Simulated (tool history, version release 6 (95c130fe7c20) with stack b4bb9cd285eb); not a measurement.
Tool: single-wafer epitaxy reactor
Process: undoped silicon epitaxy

| run | hour | wafer temperature setpoint (pyrometer-controlled) (K) | deposition time (s) | mean film thickness on the monitor wafer (Å) |
|---|---|---|---|---|
| 1 | 0 | 923.15 | 525 | 812.65 |
| 2 | 3.3 | 933.15 | 525 | 978.68 |
| 3 | 5.4 | 926.15 | 523 | 860.36 |
| 4 | 12.5 | 926.15 | 554 | 902.53 |
|  | 21.3 | pyrometer calibrated |
| 5 | 21.3 | 926.15 | 614 | 1047.9 |
| 6 | 23.4 | 919.15 | 608 | 903.88 |
| 7 | 24.6 | 914.15 | 602 | 815.21 |

The next listed run, before its measurement:
| 8 | 26.3 | 902.15 | 583 | ? |

{"run 8": {"mean film thickness on the monitor wafer (Å)": 620.35}}

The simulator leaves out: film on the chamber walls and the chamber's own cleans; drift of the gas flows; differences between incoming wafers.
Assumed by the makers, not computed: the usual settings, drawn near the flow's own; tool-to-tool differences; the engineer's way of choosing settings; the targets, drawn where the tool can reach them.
